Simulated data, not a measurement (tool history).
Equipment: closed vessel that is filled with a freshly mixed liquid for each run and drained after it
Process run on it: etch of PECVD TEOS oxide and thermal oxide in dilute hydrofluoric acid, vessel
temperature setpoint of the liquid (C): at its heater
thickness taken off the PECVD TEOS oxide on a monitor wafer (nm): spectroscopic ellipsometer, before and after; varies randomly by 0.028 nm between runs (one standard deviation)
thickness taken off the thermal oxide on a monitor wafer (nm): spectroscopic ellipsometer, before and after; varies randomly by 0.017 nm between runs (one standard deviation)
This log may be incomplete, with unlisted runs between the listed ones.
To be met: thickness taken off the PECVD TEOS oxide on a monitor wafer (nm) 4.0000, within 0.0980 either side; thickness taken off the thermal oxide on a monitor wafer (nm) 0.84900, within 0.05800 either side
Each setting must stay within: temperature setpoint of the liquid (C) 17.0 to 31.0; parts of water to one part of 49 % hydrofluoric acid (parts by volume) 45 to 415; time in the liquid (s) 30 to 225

run    day  temperature setpoint of the liquid (C)  parts of water to one part of 49 % hydrofluoric acid (parts by volume)  time in the liquid (s)  thickness taken off the PECVD TEOS oxide on a monitor wafer (nm)  thickness taken off the thermal oxide on a monitor wafer (nm)
  1  0.000                                    23.0                                                                     230                     115                                                            8.7596                                                        1.85680
  2  0.350                                    23.0                                                                     230                     150                                                           11.5330                                                        2.41390
  3  0.492                                    21.0                                                                     280                     150                                                            8.3798                                                        1.73470
  4  0.662                                    20.0                                                                     320                     150                                                            6.7685                                                        1.47250
  5  0.883                                    19.0                                                                     350                     150                                                            5.9016                                                        1.26600
  6  1.012                                    18.5                                                                     370                     150                                                            5.3265                                                        1.18940
  7  1.188                                    18.5                                                                     385                     145                                                            4.8886                                                        1.05410
  8  1.342                                    18.5                                                                     395                     145                                                            4.7048                                                        1.00410
  9  1.617                                    17.0                                                                     415                     145                                                            4.2602                                                        0.92434
 10  1.767                                    17.5                                                                     415                     140                                                            4.1607                                                        0.89113

Consider the 4 candidate settings below. Which is the only one whose results all fall within their allowed miss of target?
  A  1.917                                    17.0                                                                     370                     125                                                                 ?                                                              ?
  B  1.917                                    20.0                                                                     400                     125                                                                 ?                                                              ?
  C  1.917                                    17.0                                                                     410                     135                                                                 ?                                                              ?
  D  1.917                                    24.0                                                                     350                      95                                                                 ?                                                              ?

move  thickness taken off the PECVD TEOS oxide on a monitor wafer (nm)  thickness taken off the thermal oxide on a monitor wafer (nm)
   A                                                            4.2449                                                        0.89713
   B                                                            4.2649                                                        0.90137
   C                                                            4.0099                                                        0.84747
   D                                                            4.4380                                                        0.93794
A: lands further from the targets than the last run did
B: lands further from the targets than the last run did
C: every result within its allowed miss
D: lands further from the targets than the last run did
Move C is the one to make.
